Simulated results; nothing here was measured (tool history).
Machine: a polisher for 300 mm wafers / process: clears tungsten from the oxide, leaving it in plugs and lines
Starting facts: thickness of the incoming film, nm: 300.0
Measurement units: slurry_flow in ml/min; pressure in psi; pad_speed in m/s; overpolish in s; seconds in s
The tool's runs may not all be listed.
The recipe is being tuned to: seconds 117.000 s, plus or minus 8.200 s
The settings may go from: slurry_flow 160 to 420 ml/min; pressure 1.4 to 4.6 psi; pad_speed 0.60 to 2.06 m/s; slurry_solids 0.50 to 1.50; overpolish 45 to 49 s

run	hour	slurry_flow	pressure	pad_speed	slurry_solids	overpolish	seconds
1	0.0	270	3.0	1.32	1.00	45	58.992
2	2.5	270	3.0	1.32	0.85	45	60.263
3	10.3	270	2.6	1.26	0.85	45	75.072
4	18.8	240	2.6	1.26	0.85	45	75.377
5	24.4	240	2.6	1.26	0.70	45	78.274
6	32.0	240	2.6	1.26	0.70	45	76.193
7	33.9	240	2.4	1.24	0.70	45	85.338
8	41.1	240	2.2	1.22	0.70	45	93.539
9	48.3	240	2.1	1.22	0.70	45	98.324
10	49.0	240	2.0	1.22	0.70	45	102.170
11	55.2	240	1.9	1.22	0.70	45	110.240

Of the 4 settings listed for the next run, only one would bring every result within its allowed miss of target. Which one?
A	61.4	245	1.6	1.42	0.65	45	?
B	61.4	250	1.9	1.44	0.80	45	?
C	61.4	185	1.9	1.28	0.95	48	?
D	61.4	315	2.0	1.08	1.00	45	?

move	seconds
A	116.840
B	94.331
C	101.200
D	103.000
A: every result lands within tolerance
B: misses by more than the last run did
C: misses by more than the last run did
D: misses by more than the last run did
Move A is the one to make.
